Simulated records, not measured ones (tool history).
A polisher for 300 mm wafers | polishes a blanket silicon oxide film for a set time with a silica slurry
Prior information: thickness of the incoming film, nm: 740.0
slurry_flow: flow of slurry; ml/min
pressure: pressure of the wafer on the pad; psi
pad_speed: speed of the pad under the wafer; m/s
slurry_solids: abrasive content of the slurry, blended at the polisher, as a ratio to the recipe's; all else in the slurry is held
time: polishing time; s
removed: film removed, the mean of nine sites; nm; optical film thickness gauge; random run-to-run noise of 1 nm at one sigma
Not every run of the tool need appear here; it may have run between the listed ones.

| run | hour | slurry_flow | pressure | pad_speed | slurry_solids | time | removed |
|---|---|---|---|---|---|---|---|
| 1 | 0.0 | 130 | 4.2 | 0.94 | 1.0 | 52 | 131.90 |
| 2 | 8.0 | 130 | 4.0 | 0.94 | 1.0 | 52 | 125.89 |
| 3 | 9.6 | 130 | 3.8 | 0.94 | 1.0 | 52 | 120.22 |
| 4 | 16.4 | 130 | 3.8 | 0.94 | 1.0 | 52 | 120.87 |
| 5 | 22.1 | 130 | 3.7 | 0.94 | 1.0 | 52 | 122.57 |
| 6 | 29.6 | 130 | 3.5 | 0.94 | 1.0 | 52 | 115.19 |
| 7 | 36.7 | 130 | 3.4 | 0.94 | 1.0 | 52 | 113.40 |
| 8 | 44.1 | 130 | 3.3 | 0.94 | 1.0 | 52 | 108.22 |
| 9 | 48.5 | 130 | 3.2 | 0.94 | 1.0 | 52 | 106.35 |
| 10 | 53.3 | 130 | 3.1 | 0.94 | 1.0 | 52 | 101.93 |

Run 11 is up next; what results do you expect?
| 11 | 53.9 | 130 | 3.1 | 0.94 | 1.0 | 52 | ? |

For run 11 the tool returned removed 103.05 nm.
